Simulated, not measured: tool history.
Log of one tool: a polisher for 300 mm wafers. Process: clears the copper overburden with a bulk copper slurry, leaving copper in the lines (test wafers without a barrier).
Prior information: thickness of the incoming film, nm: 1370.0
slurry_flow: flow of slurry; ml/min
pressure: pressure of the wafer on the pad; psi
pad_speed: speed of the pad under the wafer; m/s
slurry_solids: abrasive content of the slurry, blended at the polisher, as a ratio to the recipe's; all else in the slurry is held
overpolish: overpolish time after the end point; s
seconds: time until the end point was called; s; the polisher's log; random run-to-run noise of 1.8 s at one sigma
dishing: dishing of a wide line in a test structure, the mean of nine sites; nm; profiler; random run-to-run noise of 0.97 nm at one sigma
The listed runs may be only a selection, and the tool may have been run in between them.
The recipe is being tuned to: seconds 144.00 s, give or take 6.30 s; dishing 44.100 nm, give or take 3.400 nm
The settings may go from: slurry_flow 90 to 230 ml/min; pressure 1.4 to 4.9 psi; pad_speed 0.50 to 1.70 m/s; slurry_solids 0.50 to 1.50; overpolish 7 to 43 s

run,day,slurry_flow,pressure,pad_speed,slurry_solids,overpolish,seconds,dishing
1,0.000,150,3.1,1.10,1.00,22,123.41,85.229
2,0.283,150,3.1,1.10,1.10,22,123.99,86.762
3,0.429,150,2.8,1.18,0.95,19,126.89,76.615
4,0.721,150,2.8,0.96,0.95,19,155.71,67.331
5,0.996,150,2.8,0.96,0.95,26,155.79,80.228
6,1.100,165,2.7,1.00,0.85,22,155.75,73.962
7,1.304,150,2.6,1.06,0.80,19,159.58,68.662
8,1.438,160,2.4,1.08,0.95,16,151.46,61.011
9,1.475,170,1.7,1.18,1.20,7,168.35,31.167
10,1.825,170,1.8,1.18,1.20,8,161.79,35.160
11,2.117,170,1.9,1.18,1.20,9,157.94,40.324
12,2.150,175,1.9,1.18,1.20,9,155.38,39.110
13,2.296,180,2.2,1.18,1.20,13,136.38,57.382
14,2.575,175,2.2,1.18,1.20,13,141.57,57.223
15,2.700,170,2.2,1.18,1.20,12,140.25,52.870
16,2.758,165,2.2,1.18,1.20,11,143.92,50.680
17,2.929,140,2.0,1.30,1.20,7,140.31,35.102
18,3.175,170,1.9,1.26,1.20,11,148.03,49.111

Consider the 4 candidate settings below. Which is the only one whose results all fall within their allowed miss of target?
A,3.421,150,2.1,1.28,1.35,13,?,?
B,3.421,150,2.1,1.10,1.30,10,?,?
C,3.421,180,2.1,1.22,1.10,9,?,?
D,3.421,170,2.1,1.22,0.85,14,?,?

move,seconds,dishing
A,132.40,60.004
B,154.92,45.139
C,142.92,44.324
D,154.06,57.150
A: further off than the last run
B: the furthest-off result lands on target, but another misses its tolerance
C: hits every target within its allowed miss
D: further off than the last run
C is the move that brings every result within its allowed miss.

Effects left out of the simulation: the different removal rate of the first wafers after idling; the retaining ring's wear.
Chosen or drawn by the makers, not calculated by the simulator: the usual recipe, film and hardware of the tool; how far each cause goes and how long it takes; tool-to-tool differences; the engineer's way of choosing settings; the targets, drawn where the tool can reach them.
